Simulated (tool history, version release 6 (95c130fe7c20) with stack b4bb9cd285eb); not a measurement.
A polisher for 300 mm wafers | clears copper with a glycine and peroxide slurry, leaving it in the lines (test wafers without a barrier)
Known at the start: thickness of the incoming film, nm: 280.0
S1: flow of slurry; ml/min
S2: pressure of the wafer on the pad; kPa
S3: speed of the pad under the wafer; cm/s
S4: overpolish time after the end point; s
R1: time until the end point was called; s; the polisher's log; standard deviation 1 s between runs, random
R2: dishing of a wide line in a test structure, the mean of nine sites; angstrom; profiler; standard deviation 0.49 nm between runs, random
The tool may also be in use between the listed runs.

run	hour	S1	S2	S3	S4	R1	R2
1	0	260	12.4	94	24	63.376	606.04
2	5	260	12.4	94	18	64.628	482.56
3	11.3	260	9.7	94	18	75.328	417.41
4	19.8	260	9.7	94	24	75.737	518.85
5	23.2	260	6.9	94	24	94.008	431.79
6	24.5	260	6.9	102	24	91.749	428.22
7	25.6	260	6.9	104	22	91.77	416.54
8	32.6	260	6.9	102	20	91.363	375.99
9	37	260	6.9	102	19	90.918	361.76
10	40.3	260	6.9	102	18	90.5	339.94

What does the tool deliver on the next run?
11	44.4	260	6.9	104	17	?	?

Run 11 came out at R1 91.669 s, R2 339.43 angstrom.
